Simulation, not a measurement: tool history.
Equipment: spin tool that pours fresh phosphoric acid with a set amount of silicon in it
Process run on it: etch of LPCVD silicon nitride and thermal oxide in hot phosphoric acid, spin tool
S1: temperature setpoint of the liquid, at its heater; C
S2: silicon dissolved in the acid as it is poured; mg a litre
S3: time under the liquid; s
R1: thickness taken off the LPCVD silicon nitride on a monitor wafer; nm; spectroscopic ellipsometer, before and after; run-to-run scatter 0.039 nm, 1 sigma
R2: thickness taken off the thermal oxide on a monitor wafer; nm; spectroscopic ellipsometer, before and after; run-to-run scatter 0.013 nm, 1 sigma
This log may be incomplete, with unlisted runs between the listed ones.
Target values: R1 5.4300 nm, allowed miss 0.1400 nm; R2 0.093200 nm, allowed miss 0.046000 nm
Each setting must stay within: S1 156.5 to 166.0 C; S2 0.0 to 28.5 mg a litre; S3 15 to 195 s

run,hour,S1,S2,S3,R1,R2
1,0.0,161.0,12.5,100,9.9753,0.184710
2,7.2,160.5,12.0,90,8.7087,0.215020
3,7.8,160.5,14.5,90,8.6257,0.170710
4,10.5,159.0,14.5,90,8.3188,0.222740
5,13.8,159.0,17.0,80,7.4567,0.158960
6,16.9,158.0,17.0,80,7.1240,0.171460
7,19.8,158.0,19.0,75,6.6998,0.135720
8,28.4,158.0,20.0,70,6.2938,0.100050
9,36.9,157.5,20.5,65,5.6888,0.075624
10,44.8,157.5,20.0,65,5.7248,0.093229
11,52.4,157.0,20.0,65,5.5953,0.092878
12,57.1,157.0,20.0,65,5.5701,0.087297

Exactly one of the 5 candidate moves below puts every result within its allowed miss. Which one?
A,61.8,156.5,24.5,70,?,?
B,61.8,157.0,18.0,60,?,?
C,61.8,156.5,21.0,60,?,?
D,61.8,158.5,20.0,60,?,?
E,61.8,156.5,17.0,60,?,?

move,R1,R2
A,5.9427,0.097939
B,5.1813,0.102040
C,5.0938,0.091739
D,5.4519,0.109210
E,5.0938,0.100540
A: the biggest miss grows against the last run
B: takes the result that was furthest off past its target
C: takes the result that was furthest off past its target
D: all results land within tolerance of their targets
E: takes the result that was furthest off past its target
The move that meets every target is D.

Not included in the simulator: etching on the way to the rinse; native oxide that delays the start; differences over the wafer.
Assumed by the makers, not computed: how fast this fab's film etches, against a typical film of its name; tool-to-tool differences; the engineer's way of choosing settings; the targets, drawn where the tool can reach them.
